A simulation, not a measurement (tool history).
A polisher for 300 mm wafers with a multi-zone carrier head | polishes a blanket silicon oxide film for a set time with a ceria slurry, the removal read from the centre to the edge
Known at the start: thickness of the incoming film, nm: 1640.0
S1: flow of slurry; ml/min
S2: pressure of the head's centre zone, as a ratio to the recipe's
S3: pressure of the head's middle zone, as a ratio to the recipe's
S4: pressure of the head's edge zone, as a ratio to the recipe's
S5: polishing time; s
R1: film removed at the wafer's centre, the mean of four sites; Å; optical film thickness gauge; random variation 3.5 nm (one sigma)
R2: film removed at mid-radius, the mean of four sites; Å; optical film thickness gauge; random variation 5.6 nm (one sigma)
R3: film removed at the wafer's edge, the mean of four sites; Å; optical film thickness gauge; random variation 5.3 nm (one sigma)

run,hour,S1,S2,S3,S4,S5,R1,R2,R3
1,0.0,220,1.00,1.00,1.00,67,4894.2,5111.1,5055.5
2,6.3,220,0.98,1.01,0.97,64,4564.3,4924.4,4657.4
3,9.4,215,0.95,1.00,0.94,63,4432.3,4753.6,4430.4
4,14.4,210,0.92,1.01,0.94,61,4033.8,4551.8,4517.5
5,18.5,210,0.91,1.03,0.91,59,3938.1,4539.4,4330.6
6,25.8,215,0.90,1.04,0.89,57,3707.2,4493.3,4069.5
7,31.1,215,0.90,1.04,0.88,56,3715.3,4369.9,3968.4

The next listed run, before its measurement:
8,35.1,215,0.89,1.04,0.87,56,?,?,?

{"run 8": {"R1": 3579.3, "R2": 4387.3, "R3": 3976.3}}
